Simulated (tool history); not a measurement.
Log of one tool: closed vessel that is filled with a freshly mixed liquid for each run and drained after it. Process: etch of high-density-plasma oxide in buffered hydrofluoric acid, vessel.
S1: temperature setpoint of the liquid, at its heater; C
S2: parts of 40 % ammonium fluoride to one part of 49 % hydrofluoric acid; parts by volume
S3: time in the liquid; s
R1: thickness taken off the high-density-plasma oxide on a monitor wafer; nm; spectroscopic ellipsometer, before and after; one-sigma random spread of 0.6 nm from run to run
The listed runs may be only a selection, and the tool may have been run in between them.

run,day,S1,S2,S3,R1
1,0,20,14.5,30,28.715
2,0.142,17,14.5,30,24.085
3,0.371,18,13.5,30,27.813
4,0.579,20,13.5,30,31.028
5,0.9,21,13,30,33.689
6,0.979,17.5,13,30,27.345

Run 7 has not been measured yet. What should we expect?
7,1.296,18.5,12.5,30,?

R1: 30.437 nm
